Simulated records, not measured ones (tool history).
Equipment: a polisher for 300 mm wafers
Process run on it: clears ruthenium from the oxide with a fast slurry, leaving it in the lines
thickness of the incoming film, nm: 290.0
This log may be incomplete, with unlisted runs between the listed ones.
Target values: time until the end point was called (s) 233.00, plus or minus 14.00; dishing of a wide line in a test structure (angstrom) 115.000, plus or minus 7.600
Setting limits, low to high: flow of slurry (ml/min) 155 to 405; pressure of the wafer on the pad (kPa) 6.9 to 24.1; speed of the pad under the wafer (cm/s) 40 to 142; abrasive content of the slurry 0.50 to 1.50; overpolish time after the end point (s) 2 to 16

run,hour,flow of slurry (ml/min),pressure of the wafer on the pad (kPa),speed of the pad under the wafer (cm/s),abrasive content of the slurry,overpolish time after the end point (s),time until the end point was called (s),dishing of a wide line in a test structure (angstrom)
1,0.0,260,15.2,90,1.00,8,107.43,168.730
2,2.5,260,13.8,86,1.00,9,124.46,176.980
3,9.0,260,12.4,84,1.00,9,137.20,160.410
4,12.0,260,12.4,84,1.10,9,136.53,161.530
5,13.8,260,9.0,84,1.10,9,179.61,116.860
6,16.3,260,9.0,84,1.20,9,170.19,122.700
7,19.0,260,6.9,66,1.15,11,275.75,97.178
8,25.7,260,7.6,66,1.15,11,250.87,106.480

Below are 5 possible settings for the next run. Only one of them brings all results inside the allowed miss of their targets. Which is it?
A,32.4,255,8.3,60,1.30,11,?,?
B,32.4,260,6.9,62,1.35,16,?,?
C,32.4,245,7.6,60,1.20,11,?,?
D,32.4,270,7.6,58,1.15,12,?,?
E,32.4,250,8.3,64,1.30,13,?,?

move,time until the end point was called (s),dishing of a wide line in a test structure (angstrom)
A,243.59,112.580
B,277.52,142.520
C,274.12,100.380
D,282.95,105.930
E,232.46,138.400
A: in spec on every target
B: the biggest miss grows against the last run
C: the biggest miss grows against the last run
D: the biggest miss grows against the last run
E: corrects the largest miss of the last run, while another result sits out of spec
The move that meets every target is A.

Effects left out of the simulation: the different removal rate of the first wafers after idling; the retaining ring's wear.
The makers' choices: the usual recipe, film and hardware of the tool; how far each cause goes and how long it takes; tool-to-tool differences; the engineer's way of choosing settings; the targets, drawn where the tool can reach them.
